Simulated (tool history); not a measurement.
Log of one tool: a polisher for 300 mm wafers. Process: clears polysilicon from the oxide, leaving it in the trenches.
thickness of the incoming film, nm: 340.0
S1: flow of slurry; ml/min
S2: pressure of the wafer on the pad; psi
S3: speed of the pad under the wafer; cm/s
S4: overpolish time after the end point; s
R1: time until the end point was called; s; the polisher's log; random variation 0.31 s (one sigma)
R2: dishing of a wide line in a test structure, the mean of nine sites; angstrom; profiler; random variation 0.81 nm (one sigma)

run 1 hour=0 | S1=270 S2=2.9 S3=88 S4=28 | R1=25.255 R2=436.83
run 2 hour=4.9 | S1=270 S2=2.9 S3=108 S4=28 | R1=20.234 R2=460.44
run 3 hour=13.3 | S1=270 S2=2.9 S3=124 S4=28 | R1=18.026 R2=457.12
run 4 hour=15.5 | S1=270 S2=3.5 S3=124 S4=28 | R1=15.033 R2=425.39
run 5 hour=23.3 | S1=270 S2=3.5 S3=132 S4=28 | R1=13.958 R2=442.27
run 6 hour=29.9 | S1=220 S2=3.5 S3=132 S4=28 | R1=14.408 R2=453.32
run 7 hour=30.4 | S1=295 S2=2.7 S3=110 S4=23 | R1=21.477 R2=441.08
run 8 hour=35.5 | S1=325 S2=2.5 S3=104 S4=19 | R1=23.826 R2=431.85
run 9 hour=37.1 | S1=345 S2=2.4 S3=100 S4=16 | R1=25.831 R2=450.84
run 10 hour=45.6 | S1=270 S2=1.7 S3=100 S4=30 | R1=37.047 R2=446.39
run 11 hour=50.5 | S1=305 S2=1.7 S3=98 S4=25 | R1=37.05 R2=437.3
run 12 hour=52.9 | S1=330 S2=1.7 S3=98 S4=22 | R1=36.759 R2=442.54

The next listed run, before its measurement:
run 13 hour=60.3 | S1=315 S2=1.8 S3=96 S4=19 | R1=? R2=?

Run 13 gave R1 35.989 s, R2 441.61 angstrom.

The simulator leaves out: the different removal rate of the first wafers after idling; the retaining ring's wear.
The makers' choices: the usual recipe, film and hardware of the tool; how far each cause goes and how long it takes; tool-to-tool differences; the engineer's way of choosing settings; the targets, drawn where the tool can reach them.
